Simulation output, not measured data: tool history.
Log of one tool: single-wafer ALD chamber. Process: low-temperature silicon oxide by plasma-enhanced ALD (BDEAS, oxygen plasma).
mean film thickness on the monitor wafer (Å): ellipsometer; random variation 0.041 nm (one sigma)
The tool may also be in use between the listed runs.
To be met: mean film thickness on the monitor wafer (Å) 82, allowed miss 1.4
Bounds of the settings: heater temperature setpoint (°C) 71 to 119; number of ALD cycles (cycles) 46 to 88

run  hour  heater temperature setpoint (°C)  number of ALD cycles (cycles)  mean film thickness on the monitor wafer (Å)
  1     0                                95                             67                                        102.36
  2   1.7                                88                             67                                        105.06
  3   4.5                                94                             63                                        96.431
  4     9                                94                             67                                        102.79
  5  18.1                                94                             61                                        93.219
  6  20.1                                99                             60                                        90.571
  7  24.6                               103                             59                                        87.796
  8  30.6                               106                             58                                        85.768
  9  35.6                               108                             58                                        85.363

5 next moves are on the table. One of them brings every result within its allowed miss. Which?
  A  40.6                               105                             55                                             ?
  B  40.6                               112                             58                                             ?
  C  40.6                               104                             60                                             ?
  D  40.6                               106                             57                                             ?
  E  40.6                               108                             60                                             ?

move  mean film thickness on the monitor wafer (Å)
   A                                        81.922
   B                                        85.293
   C                                        89.532
   D                                        84.747
   E                                        88.883
A: meets every target
B: as far off as the last run
C: further off than the last run
D: nearer than the last run, and not there yet
E: further off than the last run
Answer: A
